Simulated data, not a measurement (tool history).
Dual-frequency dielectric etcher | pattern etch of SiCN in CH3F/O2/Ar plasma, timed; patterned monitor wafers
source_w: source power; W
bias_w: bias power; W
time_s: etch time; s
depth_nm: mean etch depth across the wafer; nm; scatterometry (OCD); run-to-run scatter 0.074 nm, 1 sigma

run  hour  source_w  bias_w  time_s  depth_nm
  1     0       410      60    48.5    16.199
  2   6.3       410      60    48.5    16.107
  3    11       380      59    48.5    15.718
  4  16.1       350      58    48.5    15.378
  5  24.2       350      58    44.5    14.057
  6  30.6       320      58    44.5    13.784

Expected results for the next run?
  7  34.6       330      58    44.5         ?

Run 7 gave depth_nm 13.988 nm.
